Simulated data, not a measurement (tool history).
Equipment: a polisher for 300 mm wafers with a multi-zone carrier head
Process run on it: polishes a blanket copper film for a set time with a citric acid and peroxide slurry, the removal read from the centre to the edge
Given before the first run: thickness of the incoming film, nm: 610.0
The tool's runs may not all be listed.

run	hour	flow of slurry (ml/min)	pressure of the head's centre zone	pressure of the head's middle zone	pressure of the head's edge zone	abrasive content of the slurry	polishing time (s)	film removed at the wafer's centre (nm)	film removed at mid-radius (nm)	film removed at the wafer's edge (nm)
1	0.0	235	1.00	1.00	1.00	1.00	51	99.417	103.640	106.270
2	5.1	235	1.00	1.00	1.00	0.90	51	97.222	101.630	102.430
3	9.6	235	0.92	1.00	1.00	0.90	51	89.157	102.640	105.600
4	10.6	270	0.92	1.00	1.00	0.90	51	91.650	103.120	104.940
5	15.6	270	0.90	0.98	0.97	0.80	47	80.888	92.632	95.113
6	19.0	270	0.90	0.97	0.95	0.75	43	74.117	84.642	83.703
7	24.3	260	0.88	0.93	0.93	0.70	41	68.030	76.984	78.777

Forecast run 8:
8	28.6	250	0.87	0.91	0.90	0.65	40	?	?	?

film removed at the wafer's centre (nm): 63.847
film removed at mid-radius (nm): 74.022
film removed at the wafer's edge (nm): 73.871
